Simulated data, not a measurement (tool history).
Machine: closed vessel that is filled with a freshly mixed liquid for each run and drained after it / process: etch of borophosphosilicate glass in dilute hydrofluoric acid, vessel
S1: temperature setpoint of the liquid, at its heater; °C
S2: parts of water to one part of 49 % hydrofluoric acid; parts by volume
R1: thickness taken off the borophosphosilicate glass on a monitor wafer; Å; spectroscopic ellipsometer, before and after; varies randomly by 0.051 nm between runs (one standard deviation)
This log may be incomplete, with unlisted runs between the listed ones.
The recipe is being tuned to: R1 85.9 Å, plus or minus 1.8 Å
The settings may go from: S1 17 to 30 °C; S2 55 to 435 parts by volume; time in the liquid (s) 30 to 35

{"run": 1, "hour": 0.0, "S1": 22, "S2": 245, "time in the liquid (s)": 35, "R1": 47.802}
{"run": 2, "hour": 7.6, "S1": 23.5, "S2": 235, "time in the liquid (s)": 35, "R1": 53.055}
{"run": 3, "hour": 16.5, "S1": 23.5, "S2": 235, "time in the liquid (s)": 30, "R1": 45.551}
{"run": 4, "hour": 23.3, "S1": 24.5, "S2": 215, "time in the liquid (s)": 30, "R1": 52.116}
{"run": 5, "hour": 27.8, "S1": 24.5, "S2": 260, "time in the liquid (s)": 30, "R1": 41.132}
{"run": 6, "hour": 32.5, "S1": 25.5, "S2": 235, "time in the liquid (s)": 30, "R1": 48.347}
{"run": 7, "hour": 36.1, "S1": 26, "S2": 215, "time in the liquid (s)": 30, "R1": 55.344}
{"run": 8, "hour": 43.4, "S1": 26.5, "S2": 200, "time in the liquid (s)": 30, "R1": 60.998}
{"run": 9, "hour": 49.0, "S1": 27, "S2": 190, "time in the liquid (s)": 30, "R1": 67.231}
{"run": 10, "hour": 52.1, "S1": 27, "S2": 190, "time in the liquid (s)": 30, "R1": 66.433}
{"run": 11, "hour": 53.5, "S1": 27.5, "S2": 185, "time in the liquid (s)": 30, "R1": 69.752}
{"run": 12, "hour": 59.2, "S1": 28, "S2": 180, "time in the liquid (s)": 30, "R1": 73.75}
{"run": 13, "hour": 64.8, "S1": 28.5, "S2": 175, "time in the liquid (s)": 30, "R1": 78.418}

Which single option among these 4 for the next run brings every result within its allowed miss of target? Just one does.
{"run": "A", "hour": 70.4, "S1": 27, "S2": 155, "time in the liquid (s)": 30, "R1": "?"}
{"run": "B", "hour": 70.4, "S1": 25, "S2": 200, "time in the liquid (s)": 35, "R1": "?"}
{"run": "C", "hour": 70.4, "S1": 29.5, "S2": 160, "time in the liquid (s)": 30, "R1": "?"}
{"run": "D", "hour": 70.4, "S1": 25, "S2": 205, "time in the liquid (s)": 35, "R1": "?"}

move=A R1=84.879
move=B R1=67.693
move=C R1=89.499
move=D R1=65.681
A: all results land within tolerance of their targets
B: further off than the last run
C: takes the result that was furthest off past its target
D: further off than the last run
Move A is the one to make.

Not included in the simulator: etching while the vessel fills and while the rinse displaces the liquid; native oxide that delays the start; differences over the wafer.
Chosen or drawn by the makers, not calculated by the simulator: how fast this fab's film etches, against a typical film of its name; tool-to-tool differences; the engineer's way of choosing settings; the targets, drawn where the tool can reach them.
